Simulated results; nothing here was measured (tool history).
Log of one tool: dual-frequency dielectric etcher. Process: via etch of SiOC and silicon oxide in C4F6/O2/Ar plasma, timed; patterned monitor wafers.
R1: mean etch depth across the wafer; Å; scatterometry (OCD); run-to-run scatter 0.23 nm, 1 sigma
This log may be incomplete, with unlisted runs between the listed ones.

{"run": 1, "hour": 0.0, "source power (W)": 390, "bias power (W)": 207, "etch time (s)": 79.5, "R1": 1012.5}
{"run": 2, "hour": 3.2, "source power (W)": 360, "bias power (W)": 205, "etch time (s)": 79.5, "R1": 971.27}
{"run": 3, "hour": 5.3, "source power (W)": 340, "bias power (W)": 204, "etch time (s)": 79.5, "R1": 943.89}
{"run": 4, "hour": 12.5, "source power (W)": 330, "bias power (W)": 203, "etch time (s)": 79.5, "R1": 934.45}
{"run": 5, "hour": 14.3, "source power (W)": 320, "bias power (W)": 202, "etch time (s)": 79.5, "R1": 917.36}
{"run": 6, "hour": 21.6, "source power (W)": 320, "bias power (W)": 221, "etch time (s)": 79.5, "R1": 943.68}
{"run": 7, "hour": 30.2, "source power (W)": 310, "bias power (W)": 220, "etch time (s)": 79.5, "R1": 930.42}

Run 8 has not been measured yet. What should we expect?
{"run": 8, "hour": 35.5, "source power (W)": 300, "bias power (W)": 219, "etch time (s)": 79.5, "R1": "?"}

Run 8 yielded R1 915.39 Å.
